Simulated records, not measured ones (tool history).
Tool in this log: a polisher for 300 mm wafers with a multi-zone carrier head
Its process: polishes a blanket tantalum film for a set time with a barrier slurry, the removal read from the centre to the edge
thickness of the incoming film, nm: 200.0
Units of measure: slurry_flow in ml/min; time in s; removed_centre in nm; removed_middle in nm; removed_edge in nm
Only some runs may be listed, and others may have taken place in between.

| run | hour | slurry_flow | centre_zone | middle_zone | edge_zone | slurry_solids | time | removed_centre | removed_middle | removed_edge |
|---|---|---|---|---|---|---|---|---|---|---|
| 1 | 0 | 190 | 1 | 1 | 1 | 1 | 44 | 75.04 | 75.655 | 74.87 |
| 2 | 4.7 | 190 | 1 | 1 | 1 | 1 | 37 | 64.189 | 63.657 | 64.71 |
| 3 | 7.9 | 190 | 0.97 | 1 | 1 | 1 | 37 | 61.258 | 63.65 | 63.235 |
| 4 | 14.7 | 180 | 0.94 | 0.98 | 0.97 | 0.95 | 37 | 59.578 | 60.556 | 62.226 |
| 5 | 17.8 | 175 | 0.92 | 0.99 | 0.96 | 0.85 | 37 | 56.652 | 60.65 | 61.325 |
| 6 | 23.1 | 175 | 0.91 | 0.99 | 0.94 | 0.8 | 36 | 53.643 | 58.282 | 57.686 |

What will run 7 give?
| 7 | 23.9 | 135 | 0.81 | 0.93 | 0.84 | 0.7 | 36 | ? | ? | ? |

removed_centre: 47.044 nm
removed_middle: 51.27 nm
removed_edge: 52.256 nm

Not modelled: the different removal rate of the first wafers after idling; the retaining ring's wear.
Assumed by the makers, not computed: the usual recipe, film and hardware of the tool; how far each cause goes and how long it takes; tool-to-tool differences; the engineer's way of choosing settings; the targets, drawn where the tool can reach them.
